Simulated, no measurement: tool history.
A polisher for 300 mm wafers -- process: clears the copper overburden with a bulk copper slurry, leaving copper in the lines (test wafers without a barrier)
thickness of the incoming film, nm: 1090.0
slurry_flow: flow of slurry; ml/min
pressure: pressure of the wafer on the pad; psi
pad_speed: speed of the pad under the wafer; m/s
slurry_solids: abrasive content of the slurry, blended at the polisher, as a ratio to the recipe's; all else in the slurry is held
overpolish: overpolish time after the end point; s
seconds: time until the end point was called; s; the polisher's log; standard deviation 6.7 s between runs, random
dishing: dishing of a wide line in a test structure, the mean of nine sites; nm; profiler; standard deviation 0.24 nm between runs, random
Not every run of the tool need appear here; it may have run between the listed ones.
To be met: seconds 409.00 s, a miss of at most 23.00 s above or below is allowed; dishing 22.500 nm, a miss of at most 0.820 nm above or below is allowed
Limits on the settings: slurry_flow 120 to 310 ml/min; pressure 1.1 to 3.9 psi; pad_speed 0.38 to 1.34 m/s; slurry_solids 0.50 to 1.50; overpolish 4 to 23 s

run 1 hour=0.0 | slurry_flow=200 pressure=2.5 pad_speed=0.86 slurry_solids=1.00 overpolish=12 | seconds=162.99 dishing=37.238
run 2 hour=2.1 | slurry_flow=195 pressure=2.1 pad_speed=0.78 slurry_solids=1.00 overpolish=12 | seconds=209.58 dishing=31.464
run 3 hour=8.5 | slurry_flow=195 pressure=2.1 pad_speed=0.62 slurry_solids=1.00 overpolish=12 | seconds=265.96 dishing=27.061
run 4 hour=15.3 | slurry_flow=230 pressure=2.1 pad_speed=0.62 slurry_solids=1.00 overpolish=12 | seconds=252.77 dishing=27.287
run 5 hour=16.6 | slurry_flow=230 pressure=2.1 pad_speed=0.62 slurry_solids=1.20 overpolish=12 | seconds=252.37 dishing=27.896
run 6 hour=21.9 | slurry_flow=225 pressure=1.8 pad_speed=0.60 slurry_solids=1.20 overpolish=13 | seconds=298.35 dishing=26.244
run 7 hour=29.3 | slurry_flow=220 pressure=1.6 pad_speed=0.60 slurry_solids=1.20 overpolish=13 | seconds=337.47 dishing=23.599
run 8 hour=34.8 | slurry_flow=215 pressure=1.5 pad_speed=0.60 slurry_solids=1.20 overpolish=13 | seconds=352.86 dishing=22.334
run 9 hour=36.6 | slurry_flow=205 pressure=1.5 pad_speed=0.60 slurry_solids=1.20 overpolish=14 | seconds=362.60 dishing=23.546
run 10 hour=41.9 | slurry_flow=195 pressure=1.5 pad_speed=0.60 slurry_solids=1.20 overpolish=14 | seconds=351.22 dishing=23.732
run 11 hour=43.2 | slurry_flow=195 pressure=1.1 pad_speed=0.58 slurry_solids=1.20 overpolish=15 | seconds=485.96 dishing=18.940
run 12 hour=47.5 | slurry_flow=195 pressure=1.2 pad_speed=0.58 slurry_solids=1.20 overpolish=15 | seconds=467.01 dishing=20.703

Exactly one of the 4 candidate moves below puts every result within its allowed miss. Which one?
run A hour=51.8 | slurry_flow=120 pressure=1.1 pad_speed=0.58 slurry_solids=1.45 overpolish=21 | seconds=? dishing=?
run B hour=51.8 | slurry_flow=230 pressure=1.1 pad_speed=0.70 slurry_solids=1.30 overpolish=15 | seconds=? dishing=?
run C hour=51.8 | slurry_flow=215 pressure=1.1 pad_speed=0.72 slurry_solids=1.15 overpolish=11 | seconds=? dishing=?
run D hour=51.8 | slurry_flow=145 pressure=1.7 pad_speed=0.54 slurry_solids=0.95 overpolish=12 | seconds=? dishing=?

move=A seconds=491.44 dishing=24.665
move=B seconds=395.11 dishing=22.663
move=C seconds=399.18 dishing=17.733
move=D seconds=380.50 dishing=20.114
A: the biggest miss grows against the last run
B: hits every target within its allowed miss
C: gets the furthest-off result to its target, but another result is out of tolerance
D: takes the result that was furthest off past its target
So the answer is move B, the one that meets all the targets.
